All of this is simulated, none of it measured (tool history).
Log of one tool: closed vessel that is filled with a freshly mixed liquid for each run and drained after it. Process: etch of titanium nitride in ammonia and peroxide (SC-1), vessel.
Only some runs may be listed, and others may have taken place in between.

run    day  temperature setpoint of the liquid (C)  parts of water to one part of 30 % peroxide (parts by volume)  parts of 29 % ammonia solution to one part of 30 % peroxide (parts by volume)  time in the liquid (s)  thickness taken off the titanium nitride on a monitor wafer (nm)
  1      0                                      48                                                           26.5                                                                            0.9                      30                                                            1.4978
  2  0.254                                      52                                                           26.5                                                                            0.9                      30                                                            1.9907
  3  0.542                                      52                                                           26.5                                                                            0.9                      30                                                            1.9834
  4  0.883                                      52                                                           26.5                                                                            0.6                      30                                                             1.835
  5  0.962                                      55                                                           26.5                                                                            0.6                      30                                                            2.2437
  6  1.025                                      57                                                           26.5                                                                            0.6                      30                                                            2.5883
  7  1.275                                    58.5                                                           26.5                                                                            0.6                      30                                                            2.8064
  8  1.404                                    59.5                                                           26.5                                                                            0.6                      30                                                            3.0364

Run 9 has not been measured yet. What should we expect?
  9  1.592                                      60                                                           26.5                                                                            0.6                      30                                                                 ?

{"run 9": {"thickness taken off the titanium nitride on a monitor wafer (nm)": 3.1693}}
